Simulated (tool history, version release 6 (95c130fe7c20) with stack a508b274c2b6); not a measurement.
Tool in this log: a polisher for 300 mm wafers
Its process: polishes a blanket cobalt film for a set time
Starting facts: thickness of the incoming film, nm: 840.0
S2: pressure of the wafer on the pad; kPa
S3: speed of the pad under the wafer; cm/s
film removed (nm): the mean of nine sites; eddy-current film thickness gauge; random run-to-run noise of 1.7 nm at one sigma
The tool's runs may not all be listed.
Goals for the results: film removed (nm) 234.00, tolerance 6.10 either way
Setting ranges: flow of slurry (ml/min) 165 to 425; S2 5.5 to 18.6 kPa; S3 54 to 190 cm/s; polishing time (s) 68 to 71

Run 1, day 0.000: flow of slurry (ml/min) 275, S2 11.7 kPa, S3 122 cm/s, polishing time (s) 68. Result: film removed (nm) 310.60.
Run 2, day 0.325: flow of slurry (ml/min) 275, S2 11.0 kPa, S3 122 cm/s, polishing time (s) 68. Result: film removed (nm) 294.05.
Run 3, day 0.646: flow of slurry (ml/min) 275, S2 11.0 kPa, S3 122 cm/s, polishing time (s) 71. Result: film removed (nm) 304.85.
Run 4, day 0.921: flow of slurry (ml/min) 230, S2 11.0 kPa, S3 122 cm/s, polishing time (s) 71. Result: film removed (nm) 300.81.
Run 5, day 1.146: flow of slurry (ml/min) 225, S2 10.3 kPa, S3 122 cm/s, polishing time (s) 71. Result: film removed (nm) 280.41.
Run 6, day 1.246: flow of slurry (ml/min) 220, S2 9.7 kPa, S3 122 cm/s, polishing time (s) 71. Result: film removed (nm) 260.87.
Run 7, day 1.621: flow of slurry (ml/min) 215, S2 9.7 kPa, S3 122 cm/s, polishing time (s) 71. Result: film removed (nm) 262.21.
Run 8, day 1.662: flow of slurry (ml/min) 210, S2 9.7 kPa, S3 122 cm/s, polishing time (s) 71. Result: film removed (nm) 258.37.
Run 9, day 1.938: flow of slurry (ml/min) 195, S2 8.3 kPa, S3 122 cm/s, polishing time (s) 71. Result: film removed (nm) 223.29.
Run 10, day 2.142: flow of slurry (ml/min) 200, S2 8.3 kPa, S3 122 cm/s, polishing time (s) 71. Result: film removed (nm) 223.55.
Run 11, day 2.425: flow of slurry (ml/min) 210, S2 9.0 kPa, S3 122 cm/s, polishing time (s) 71. Result: film removed (nm) 246.91.
Run 12, day 2.788: flow of slurry (ml/min) 205, S2 9.0 kPa, S3 122 cm/s, polishing time (s) 71. Result: film removed (nm) 240.38.
Run 13, day 2.925: flow of slurry (ml/min) 200, S2 9.0 kPa, S3 122 cm/s, polishing time (s) 71. Result: film removed (nm) 242.60.

Below are 5 possible settings for the next run. Only one of them brings all results inside the allowed miss of their targets. Which is it?
Run A, day 3.062: flow of slurry (ml/min) 200, S2 9.7 kPa, S3 114 cm/s, polishing time (s) 68. Result: film removed (nm) ?.
Run B, day 3.062: flow of slurry (ml/min) 260, S2 7.6 kPa, S3 152 cm/s, polishing time (s) 68. Result: film removed (nm) ?.
Run C, day 3.062: flow of slurry (ml/min) 175, S2 7.6 kPa, S3 156 cm/s, polishing time (s) 71. Result: film removed (nm) ?.
Run D, day 3.062: flow of slurry (ml/min) 300, S2 7.6 kPa, S3 152 cm/s, polishing time (s) 68. Result: film removed (nm) ?.
Run E, day 3.062: flow of slurry (ml/min) 180, S2 9.7 kPa, S3 128 cm/s, polishing time (s) 71. Result: film removed (nm) ?.

move  film removed (nm)
   A             232.05
   B             252.18
   C             255.01
   D             255.98
   E             266.41
A: all results land within tolerance of their targets
B: lands further from the targets than the last run did
C: lands further from the targets than the last run did
D: lands further from the targets than the last run did
E: lands further from the targets than the last run did
Correct choice: A, which meets every target
